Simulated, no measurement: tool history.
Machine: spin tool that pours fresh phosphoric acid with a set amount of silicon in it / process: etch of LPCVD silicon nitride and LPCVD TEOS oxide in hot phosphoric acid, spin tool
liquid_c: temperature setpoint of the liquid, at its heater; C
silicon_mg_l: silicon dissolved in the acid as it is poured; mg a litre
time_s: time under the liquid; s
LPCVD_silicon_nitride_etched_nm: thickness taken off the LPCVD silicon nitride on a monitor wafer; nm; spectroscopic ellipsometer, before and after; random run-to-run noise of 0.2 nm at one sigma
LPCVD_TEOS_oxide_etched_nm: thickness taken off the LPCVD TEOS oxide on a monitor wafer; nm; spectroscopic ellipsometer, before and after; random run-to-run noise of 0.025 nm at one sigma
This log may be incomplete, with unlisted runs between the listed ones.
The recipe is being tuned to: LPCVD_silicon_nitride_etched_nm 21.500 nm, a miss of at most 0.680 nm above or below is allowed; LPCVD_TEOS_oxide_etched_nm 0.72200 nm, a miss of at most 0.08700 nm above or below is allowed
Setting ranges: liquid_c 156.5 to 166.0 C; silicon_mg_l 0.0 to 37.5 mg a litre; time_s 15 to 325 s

run    day  liquid_c  silicon_mg_l  time_s  LPCVD_silicon_nitride_etched_nm  LPCVD_TEOS_oxide_etched_nm
  1  0.000     161.0          16.5     165                           13.685                     0.74328
  2  0.100     163.0          16.5     165                           14.604                     0.80745
  3  0.179     163.0          19.0     170                           15.257                     0.76859
  4  0.388     161.0          19.0     170                           14.117                     0.65407
  5  0.500     161.0          11.0     170                           14.245                     0.86690
  6  0.675     161.5          13.5     175                           15.017                     0.84719
  7  0.942     162.0          15.5     180                           15.771                     0.81384
  8  1.062     162.5          17.0     185                           16.262                     0.81101
  9  1.383     162.5          18.0     190                           16.970                     0.86096
 10  1.512     163.0          28.5     230                           20.580                     0.78696
 11  1.858     163.0          29.0     230                           20.665                     0.76870
 12  2.233     163.0          29.5     230                           20.742                     0.77607
 13  2.608     163.0          30.0     230                           20.608                     0.76907
 14  2.762     163.0          30.5     230                           20.737                     0.77259
 15  2.867     163.0          31.0     230                           20.591                     0.71933
 16  3.167     163.0          31.0     230                           20.496                     0.69608

Exactly one of the 5 candidate moves below puts every result within its allowed miss. Which one?
  A  3.467     162.5          34.5     220                                ?                           ?
  B  3.467     163.5          32.0     235                                ?                           ?
  C  3.467     166.0          29.5     220                                ?                           ?
  D  3.467     164.0          31.0     215                                ?                           ?
  E  3.467     163.0          33.5     225                                ?                           ?

move  LPCVD_silicon_nitride_etched_nm  LPCVD_TEOS_oxide_etched_nm
   A                           19.474                     0.53805
   B                           21.503                     0.69371
   C                           21.854                     0.86310
   D                           20.000                     0.68683
   E                           20.250                     0.59862
A: the biggest miss grows against the last run
B: in spec on every target
C: brings the result that was furthest off to its target, and leaves another outside
D: the biggest miss grows against the last run
E: the biggest miss grows against the last run
Go with B: it meets all targets.
